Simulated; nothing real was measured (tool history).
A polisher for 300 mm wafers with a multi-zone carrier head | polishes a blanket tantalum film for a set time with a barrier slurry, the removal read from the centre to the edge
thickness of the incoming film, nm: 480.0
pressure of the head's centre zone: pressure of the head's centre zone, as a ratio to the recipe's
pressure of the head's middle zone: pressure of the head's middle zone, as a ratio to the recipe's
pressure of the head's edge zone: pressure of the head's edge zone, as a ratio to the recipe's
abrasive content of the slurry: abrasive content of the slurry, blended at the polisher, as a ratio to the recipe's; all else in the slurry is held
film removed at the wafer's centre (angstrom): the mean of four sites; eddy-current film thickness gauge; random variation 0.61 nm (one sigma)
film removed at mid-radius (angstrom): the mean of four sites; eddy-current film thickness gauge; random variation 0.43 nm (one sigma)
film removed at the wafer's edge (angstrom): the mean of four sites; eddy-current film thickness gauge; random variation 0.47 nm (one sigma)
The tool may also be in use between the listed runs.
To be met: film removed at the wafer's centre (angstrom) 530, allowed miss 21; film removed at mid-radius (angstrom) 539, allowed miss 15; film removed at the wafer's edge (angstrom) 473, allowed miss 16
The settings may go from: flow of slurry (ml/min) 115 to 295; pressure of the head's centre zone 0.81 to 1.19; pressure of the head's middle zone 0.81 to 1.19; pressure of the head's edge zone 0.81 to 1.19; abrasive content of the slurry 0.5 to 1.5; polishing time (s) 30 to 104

| run | day | flow of slurry (ml/min) | pressure of the head's centre zone | pressure of the head's middle zone | pressure of the head's edge zone | abrasive content of the slurry | polishing time (s) | film removed at the wafer's centre (angstrom) | film removed at mid-radius (angstrom) | film removed at the wafer's edge (angstrom) |
|---|---|---|---|---|---|---|---|---|---|---|
| 1 | 0 | 190 | 1 | 1 | 1 | 1 | 67 | 721.69 | 715.31 | 710.61 |
| 2 | 0.025 | 190 | 1 | 1.01 | 0.95 | 0.85 | 63 | 654.56 | 659.77 | 642.65 |
| 3 | 0.05 | 190 | 1.02 | 1.03 | 0.91 | 0.75 | 59 | 588.67 | 601.62 | 562.22 |
| 4 | 0.133 | 180 | 1.04 | 1.04 | 0.88 | 0.7 | 59 | 585.23 | 591.13 | 536.92 |
| 5 | 0.25 | 180 | 1.04 | 1.04 | 0.88 | 0.9 | 59 | 626.35 | 634.9 | 583.48 |
| 6 | 0.275 | 180 | 1.04 | 1.04 | 0.88 | 1 | 59 | 640.95 | 653.35 | 607.28 |
| 7 | 0.496 | 175 | 1.04 | 1.04 | 0.86 | 0.85 | 59 | 623.13 | 614.04 | 573.08 |
| 8 | 0.667 | 170 | 1 | 1.12 | 0.81 | 0.6 | 54 | 479.75 | 536.72 | 452.36 |
| 9 | 1.033 | 175 | 1.02 | 1.1 | 0.82 | 0.6 | 54 | 499.78 | 535.85 | 455.25 |
| 10 | 1.125 | 180 | 1.03 | 1.09 | 0.83 | 0.6 | 54 | 493.85 | 528.4 | 456.92 |
| 11 | 1.45 | 180 | 1.05 | 1.09 | 0.84 | 0.6 | 54 | 509.96 | 532.68 | 462.01 |

4 next moves are on the table. One of them brings every result within its allowed miss. Which?
| A | 1.775 | 135 | 1.05 | 1.14 | 0.84 | 0.65 | 54 | ? | ? | ? |
| B | 1.775 | 200 | 0.97 | 1.04 | 0.88 | 0.55 | 56 | ? | ? | ? |
| C | 1.775 | 175 | 1.08 | 1.08 | 0.86 | 0.75 | 52 | ? | ? | ? |
| D | 1.775 | 185 | 1.19 | 1.14 | 0.81 | 0.55 | 54 | ? | ? | ? |

| move | film removed at the wafer's centre (angstrom) | film removed at mid-radius (angstrom) | film removed at the wafer's edge (angstrom) |
|---|---|---|---|
| A | 497.54 | 540.03 | 451.65 |
| B | 496.38 | 525.57 | 476.36 |
| C | 543.52 | 547.15 | 477.9 |
| D | 555.95 | 541.17 | 438.19 |
A: further off than the last run
B: further off than the last run
C: meets every target
D: takes the result that was furthest off past its target
Move C is the one to make.
